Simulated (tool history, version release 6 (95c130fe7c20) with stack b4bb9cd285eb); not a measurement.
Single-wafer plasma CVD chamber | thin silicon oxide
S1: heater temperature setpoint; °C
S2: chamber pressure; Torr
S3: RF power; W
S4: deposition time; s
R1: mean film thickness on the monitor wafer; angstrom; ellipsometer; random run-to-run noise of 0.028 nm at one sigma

Run 1, hour 0.0: S1 385 °C, S2 0.595 Torr, S3 335 W, S4 8.11 s. Result: R1 113.260 angstrom.
Run 2, hour 4.7: S1 385 °C, S2 0.555 Torr, S3 335 W, S4 8.11 s. Result: R1 105.810 angstrom.
Run 3, hour 6.5: S1 385 °C, S2 0.639 Torr, S3 335 W, S4 8.11 s. Result: R1 121.310 angstrom.
Run 4, hour 7.3: S1 385 °C, S2 0.584 Torr, S3 330 W, S4 8.11 s. Result: R1 110.610 angstrom.
Run 5, hour 10.7: S1 385 °C, S2 0.544 Torr, S3 330 W, S4 8.11 s. Result: R1 104.000 angstrom.
Run 6, hour 15.2: S1 385 °C, S2 0.544 Torr, S3 330 W, S4 8.36 s. Result: R1 106.390 angstrom.

Run 7, settings as shown, results not yet in. Your forecast:
Run 7, hour 22.5: S1 385 °C, S2 0.511 Torr, S3 330 W, S4 8.36 s. Result: R1 ?.

R1: 99.718 angstrom
